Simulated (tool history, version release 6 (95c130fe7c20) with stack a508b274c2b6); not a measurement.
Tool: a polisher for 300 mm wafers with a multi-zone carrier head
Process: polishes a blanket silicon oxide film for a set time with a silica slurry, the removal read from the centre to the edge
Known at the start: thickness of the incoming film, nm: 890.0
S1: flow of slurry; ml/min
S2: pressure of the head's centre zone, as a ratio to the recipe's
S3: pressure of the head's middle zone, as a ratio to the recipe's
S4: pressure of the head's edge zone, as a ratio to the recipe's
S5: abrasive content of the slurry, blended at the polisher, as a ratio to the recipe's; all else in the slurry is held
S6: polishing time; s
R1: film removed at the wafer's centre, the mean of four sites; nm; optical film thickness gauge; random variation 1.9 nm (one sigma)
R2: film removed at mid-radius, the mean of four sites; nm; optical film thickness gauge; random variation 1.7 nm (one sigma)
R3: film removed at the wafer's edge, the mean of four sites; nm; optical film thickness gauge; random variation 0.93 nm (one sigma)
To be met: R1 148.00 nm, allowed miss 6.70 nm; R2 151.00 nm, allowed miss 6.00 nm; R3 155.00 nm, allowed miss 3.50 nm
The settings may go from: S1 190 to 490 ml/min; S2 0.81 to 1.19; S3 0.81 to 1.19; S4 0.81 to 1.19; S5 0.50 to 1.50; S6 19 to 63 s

Run 1, day 0.000: S1 315 ml/min, S2 1.00, S3 1.00, S4 1.00, S5 1.00, S6 41 s. Result: R1 186.32 nm, R2 183.70 nm, R3 181.78 nm.
Run 2, day 0.108: S1 315 ml/min, S2 1.04, S3 1.00, S4 1.00, S5 1.00, S6 41 s. Result: R1 192.41 nm, R2 184.92 nm, R3 183.66 nm.
Run 3, day 0.296: S1 315 ml/min, S2 1.04, S3 1.00, S4 1.07, S5 1.00, S6 41 s. Result: R1 187.81 nm, R2 187.19 nm, R3 189.57 nm.
Run 4, day 0.396: S1 315 ml/min, S2 1.04, S3 1.00, S4 1.13, S5 1.00, S6 41 s. Result: R1 191.44 nm, R2 184.91 nm, R3 194.30 nm.
Run 5, day 0.754: S1 310 ml/min, S2 1.01, S3 0.98, S4 1.08, S5 0.95, S6 41 s. Result: R1 184.35 nm, R2 177.47 nm, R3 188.69 nm.
Run 6, day 0.992: S1 310 ml/min, S2 1.01, S3 0.93, S4 1.08, S5 0.95, S6 41 s. Result: R1 183.63 nm, R2 165.11 nm, R3 188.05 nm.
Run 7, day 1.283: S1 310 ml/min, S2 0.98, S3 0.94, S4 1.04, S5 0.90, S6 41 s. Result: R1 171.89 nm, R2 171.03 nm, R3 180.32 nm.
Run 8, day 1.650: S1 305 ml/min, S2 0.97, S3 0.92, S4 1.01, S5 0.85, S6 41 s. Result: R1 167.89 nm, R2 162.21 nm, R3 173.72 nm.
Run 9, day 1.754: S1 300 ml/min, S2 0.95, S3 0.91, S4 0.98, S5 0.80, S6 41 s. Result: R1 159.83 nm, R2 154.61 nm, R3 168.09 nm.
Run 10, day 1.925: S1 295 ml/min, S2 0.94, S3 0.91, S4 0.96, S5 0.80, S6 41 s. Result: R1 159.08 nm, R2 156.07 nm, R3 168.36 nm.
Run 11, day 2.100: S1 295 ml/min, S2 0.93, S3 0.91, S4 0.94, S5 0.75, S6 41 s. Result: R1 153.00 nm, R2 153.62 nm, R3 160.19 nm.

Which of these 5 next moves meets every target?
Run A, day 2.275: S1 305 ml/min, S2 0.91, S3 0.92, S4 0.91, S5 0.85, S6 38 s. Result: R1 ?, R2 ?, R3 ?.
Run B, day 2.275: S1 215 ml/min, S2 0.92, S3 0.83, S4 0.81, S5 0.80, S6 44 s. Result: R1 ?, R2 ?, R3 ?.
Run C, day 2.275: S1 320 ml/min, S2 0.92, S3 0.90, S4 0.98, S5 0.70, S6 41 s. Result: R1 ?, R2 ?, R3 ?.
Run D, day 2.275: S1 290 ml/min, S2 0.98, S3 0.99, S4 0.88, S5 0.60, S6 45 s. Result: R1 ?, R2 ?, R3 ?.
Run E, day 2.275: S1 310 ml/min, S2 0.85, S3 0.89, S4 0.93, S5 1.05, S6 37 s. Result: R1 ?, R2 ?, R3 ?.

move      R1      R2      R3
   A  149.00  149.48  155.04
   B  166.07  151.87  164.89
   C  152.56  148.59  161.86
   D  168.12  166.36  160.10
   E  145.63  152.32  163.83
A: meets every target
B: further off than the last run
C: further off than the last run
D: further off than the last run
E: further off than the last run
The right move is A.
